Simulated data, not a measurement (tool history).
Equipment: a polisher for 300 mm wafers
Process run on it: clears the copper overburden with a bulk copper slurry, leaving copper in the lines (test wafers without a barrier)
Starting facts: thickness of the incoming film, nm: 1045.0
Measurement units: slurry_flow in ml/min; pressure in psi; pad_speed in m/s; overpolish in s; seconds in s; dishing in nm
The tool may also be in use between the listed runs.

{"run": 1, "hour": 0.0, "slurry_flow": 260, "pressure": 1.7, "pad_speed": 1.14, "slurry_solids": 1.0, "overpolish": 23, "seconds": 162.9, "dishing": 71.708}
{"run": 2, "hour": 5.5, "slurry_flow": 260, "pressure": 1.7, "pad_speed": 0.92, "slurry_solids": 1.0, "overpolish": 23, "seconds": 200.12, "dishing": 67.845}
{"run": 3, "hour": 12.5, "slurry_flow": 260, "pressure": 1.7, "pad_speed": 0.92, "slurry_solids": 1.0, "overpolish": 17, "seconds": 195.77, "dishing": 54.052}
{"run": 4, "hour": 14.8, "slurry_flow": 260, "pressure": 2.1, "pad_speed": 0.92, "slurry_solids": 1.0, "overpolish": 17, "seconds": 163.21, "dishing": 64.389}
{"run": 5, "hour": 22.3, "slurry_flow": 260, "pressure": 1.9, "pad_speed": 0.9, "slurry_solids": 1.0, "overpolish": 18, "seconds": 183.36, "dishing": 58.723}
{"run": 6, "hour": 30.5, "slurry_flow": 260, "pressure": 1.9, "pad_speed": 0.9, "slurry_solids": 1.2, "overpolish": 18, "seconds": 172.12, "dishing": 61.461}
{"run": 7, "hour": 34.1, "slurry_flow": 260, "pressure": 1.8, "pad_speed": 0.88, "slurry_solids": 1.2, "overpolish": 19, "seconds": 186.13, "dishing": 60.117}

Run 8 comes next. What will it give?
{"run": 8, "hour": 38.2, "slurry_flow": 260, "pressure": 1.7, "pad_speed": 0.88, "slurry_solids": 1.2, "overpolish": 20, "seconds": "?", "dishing": "?"}

seconds: 200.52 s
dishing: 59.350 nm
